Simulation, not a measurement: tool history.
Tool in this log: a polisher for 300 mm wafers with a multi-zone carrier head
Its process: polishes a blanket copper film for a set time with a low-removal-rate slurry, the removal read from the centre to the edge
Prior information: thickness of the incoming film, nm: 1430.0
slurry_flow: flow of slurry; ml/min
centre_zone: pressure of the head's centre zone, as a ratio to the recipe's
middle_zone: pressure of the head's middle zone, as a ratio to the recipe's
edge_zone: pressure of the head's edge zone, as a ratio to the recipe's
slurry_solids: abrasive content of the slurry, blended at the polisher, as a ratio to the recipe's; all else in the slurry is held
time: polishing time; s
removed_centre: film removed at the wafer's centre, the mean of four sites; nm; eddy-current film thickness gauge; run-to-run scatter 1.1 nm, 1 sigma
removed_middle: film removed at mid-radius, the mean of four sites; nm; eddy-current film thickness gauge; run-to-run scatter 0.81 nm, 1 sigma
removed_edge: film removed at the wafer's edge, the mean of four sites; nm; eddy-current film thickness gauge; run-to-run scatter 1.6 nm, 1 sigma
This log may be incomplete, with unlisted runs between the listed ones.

run 1 hour=0.0 | slurry_flow=180 centre_zone=1.00 middle_zone=1.00 edge_zone=1.00 slurry_solids=1.0 time=47 | removed_centre=105.86 removed_middle=102.86 removed_edge=103.87
run 2 hour=5.4 | slurry_flow=180 centre_zone=1.00 middle_zone=1.00 edge_zone=1.00 slurry_solids=1.0 time=51 | removed_centre=113.98 removed_middle=110.49 removed_edge=112.77
run 3 hour=11.5 | slurry_flow=180 centre_zone=1.00 middle_zone=1.00 edge_zone=0.94 slurry_solids=1.0 time=51 | removed_centre=111.80 removed_middle=110.50 removed_edge=109.86
run 4 hour=17.9 | slurry_flow=140 centre_zone=1.00 middle_zone=1.00 edge_zone=0.94 slurry_solids=1.0 time=51 | removed_centre=109.75 removed_middle=108.35 removed_edge=107.69
run 5 hour=18.9 | slurry_flow=140 centre_zone=1.00 middle_zone=1.00 edge_zone=0.94 slurry_solids=1.2 time=51 | removed_centre=111.15 removed_middle=110.25 removed_edge=108.74
run 6 hour=22.7 | slurry_flow=140 centre_zone=1.00 middle_zone=1.04 edge_zone=0.94 slurry_solids=1.2 time=51 | removed_centre=112.92 removed_middle=113.79 removed_edge=112.65

Run 7 comes next. What will it give?
run 7 hour=29.7 | slurry_flow=145 centre_zone=1.00 middle_zone=1.05 edge_zone=0.91 slurry_solids=1.2 time=51 | removed_centre=? removed_middle=? removed_edge=?

{"run 7": {"removed_centre": 112.18, "removed_middle": 115.85, "removed_edge": 109.2}}
